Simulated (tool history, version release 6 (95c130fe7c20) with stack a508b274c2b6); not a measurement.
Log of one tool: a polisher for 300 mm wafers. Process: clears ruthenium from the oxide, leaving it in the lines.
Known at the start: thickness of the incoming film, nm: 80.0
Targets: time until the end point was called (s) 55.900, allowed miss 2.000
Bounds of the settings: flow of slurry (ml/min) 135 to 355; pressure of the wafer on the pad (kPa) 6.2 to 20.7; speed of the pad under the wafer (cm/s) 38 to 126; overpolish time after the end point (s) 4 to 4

run	hour	flow of slurry (ml/min)	pressure of the wafer on the pad (kPa)	speed of the pad under the wafer (cm/s)	overpolish time after the end point (s)	time until the end point was called (s)
1	0.0	225	13.1	82	4	105.730
2	7.5	200	13.1	82	4	104.510
3	12.6	200	13.1	82	4	106.800
4	16.5	200	13.8	82	4	99.485
5	21.9	160	13.8	82	4	103.670
6	30.4	195	13.8	82	4	100.090
7	37.0	195	14.5	82	4	98.239
8	38.8	195	15.2	84	4	89.990
9	46.5	195	15.9	84	4	85.816
10	52.9	205	20.0	90	4	64.253
11	60.8	205	20.7	96	4	58.813

5 next moves are on the table. One of them brings every result within its allowed miss. Which?
A	68.7	175	20.0	90	4	?
B	68.7	235	20.0	102	4	?
C	68.7	195	20.7	92	4	?
D	68.7	240	20.7	106	4	?
E	68.7	235	19.3	100	4	?

move	time until the end point was called (s)
A	64.978
B	55.748
C	60.580
D	51.985
E	58.715
A: further off than the last run
B: meets every target
C: further off than the last run
D: takes the result that was furthest off past its target
E: as far off as the last run
The right move is B.
